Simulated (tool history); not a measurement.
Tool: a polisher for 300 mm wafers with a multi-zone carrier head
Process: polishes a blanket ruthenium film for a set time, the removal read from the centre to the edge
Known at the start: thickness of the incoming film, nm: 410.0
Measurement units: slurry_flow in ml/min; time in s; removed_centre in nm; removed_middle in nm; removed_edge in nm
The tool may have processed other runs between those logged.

Run 1, hour 0: slurry_flow 160 ml/min, centre_zone 1, middle_zone 1, edge_zone 1, time 46 s. Result: removed_centre 48.853 nm, removed_middle 48.456 nm, removed_edge 46.14 nm.
Run 2, hour 1.7: slurry_flow 160 ml/min, centre_zone 1, middle_zone 0.94, edge_zone 1, time 46 s. Result: removed_centre 48.447 nm, removed_middle 47.032 nm, removed_edge 46.435 nm.
Run 3, hour 3.4: slurry_flow 160 ml/min, centre_zone 1.08, middle_zone 0.94, edge_zone 1, time 46 s. Result: removed_centre 51.282 nm, removed_middle 46.144 nm, removed_edge 45.768 nm.
Run 4, hour 8.4: slurry_flow 160 ml/min, centre_zone 1.08, middle_zone 0.94, edge_zone 1, time 35 s. Result: removed_centre 39.011 nm, removed_middle 34.237 nm, removed_edge 35.676 nm.
Run 5, hour 17.2: slurry_flow 180 ml/min, centre_zone 1.08, middle_zone 0.94, edge_zone 1, time 35 s. Result: removed_centre 40.013 nm, removed_middle 35.906 nm, removed_edge 36.143 nm.
Run 6, hour 18.2: slurry_flow 185 ml/min, centre_zone 1.09, middle_zone 0.95, edge_zone 1, time 35 s. Result: removed_centre 40.633 nm, removed_middle 36.626 nm, removed_edge 36.479 nm.
Run 7, hour 22.3: slurry_flow 190 ml/min, centre_zone 1.1, middle_zone 0.95, edge_zone 0.99, time 35 s. Result: removed_centre 41.051 nm, removed_middle 36.271 nm, removed_edge 36.081 nm.

Predict the results of run 8:
Run 8, hour 27.7: slurry_flow 195 ml/min, centre_zone 1.11, middle_zone 0.96, edge_zone 0.99, time 35 s. Result: removed_centre ?, removed_middle ?, removed_edge ?.

Run 8 produced removed_centre 41.676 nm, removed_middle 36.034 nm, removed_edge 36.319 nm.

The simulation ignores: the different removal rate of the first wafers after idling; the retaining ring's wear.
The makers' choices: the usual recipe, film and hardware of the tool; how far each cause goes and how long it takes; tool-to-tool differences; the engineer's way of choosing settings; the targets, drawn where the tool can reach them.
